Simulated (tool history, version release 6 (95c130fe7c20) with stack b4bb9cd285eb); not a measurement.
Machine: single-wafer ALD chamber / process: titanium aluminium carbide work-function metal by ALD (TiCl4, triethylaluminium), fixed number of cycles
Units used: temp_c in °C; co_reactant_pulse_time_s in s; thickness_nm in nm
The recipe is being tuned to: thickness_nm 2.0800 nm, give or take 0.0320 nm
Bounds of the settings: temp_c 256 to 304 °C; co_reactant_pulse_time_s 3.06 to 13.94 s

run	hour	temp_c	co_reactant_pulse_time_s	thickness_nm
1	0.0	280	8.50	1.8943
2	5.9	282	8.60	1.9139
3	13.1	284	8.70	1.9481
4	14.6	284	10.93	1.9913
# hour 23.0: thermocouple changed; heater temperature recalibrated
5	23.0	278	10.93	1.9740
6	30.6	279	11.08	1.9781
7	35.0	280	11.20	1.9917
8	39.8	281	11.30	1.9959

Below are 4 possible settings for the next run. Only one of them brings all results inside the allowed miss of their targets. Which is it?
A	44.6	274	8.48	?
B	44.6	279	13.94	?
C	44.6	278	9.84	?
D	44.6	290	12.13	?

move	thickness_nm
A	1.8766
B	2.0057
C	1.9462
D	2.0815
A: further off than the last run
B: closes in on the targets versus the last run, not all within tolerance yet
C: further off than the last run
D: each result inside its tolerance
D meets every target.
